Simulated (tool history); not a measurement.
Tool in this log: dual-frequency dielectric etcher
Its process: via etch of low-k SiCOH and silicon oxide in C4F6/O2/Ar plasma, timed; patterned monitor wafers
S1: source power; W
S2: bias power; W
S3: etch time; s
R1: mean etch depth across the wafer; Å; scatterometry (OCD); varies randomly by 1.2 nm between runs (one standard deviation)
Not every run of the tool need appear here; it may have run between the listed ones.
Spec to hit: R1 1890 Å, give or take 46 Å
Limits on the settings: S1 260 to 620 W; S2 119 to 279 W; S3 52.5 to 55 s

Run 1, hour 0: S1 440 W, S2 199 W, S3 52.5 s. Result: R1 1485.9 Å.
Run 2, hour 1.3: S1 440 W, S2 220 W, S3 52.5 s. Result: R1 1532 Å.
Run 3, hour 2.7: S1 500 W, S2 220 W, S3 52.5 s. Result: R1 1664.2 Å.
Run 4, hour 10.2: S1 510 W, S2 221 W, S3 52.5 s. Result: R1 1687.8 Å.
Run 5, hour 15.4: S1 510 W, S2 240 W, S3 52.5 s. Result: R1 1726.1 Å.
Run 6, hour 22.3: S1 510 W, S2 240 W, S3 52.5 s. Result: R1 1720 Å.
Run 7, hour 24.9: S1 520 W, S2 241 W, S3 52.5 s. Result: R1 1745.1 Å.
Run 8, hour 29.9: S1 530 W, S2 242 W, S3 52.5 s. Result: R1 1777 Å.
Run 9, hour 34.7: S1 560 W, S2 245 W, S3 52.5 s. Result: R1 1814.7 Å.
Run 10, hour 43.4: S1 560 W, S2 246 W, S3 52.5 s. Result: R1 1829 Å.

4 next moves are on the table. One of them brings every result within its allowed miss. Which?
Run A, hour 52.1: S1 590 W, S2 242 W, S3 55 s. Result: R1 ?.
Run B, hour 52.1: S1 520 W, S2 229 W, S3 52.5 s. Result: R1 ?.
Run C, hour 52.1: S1 580 W, S2 246 W, S3 53.5 s. Result: R1 ?.
Run D, hour 52.1: S1 500 W, S2 235 W, S3 55 s. Result: R1 ?.

move      R1
   A  1952.7
   B  1709.7
   C  1894.6
   D  1771.4
A: moves the result that the last run missed by most past its target, out the other side
B: lands further from the targets than the last run did
C: all results land within tolerance of their targets
D: lands further from the targets than the last run did
So the answer is move C, the one that meets all the targets.
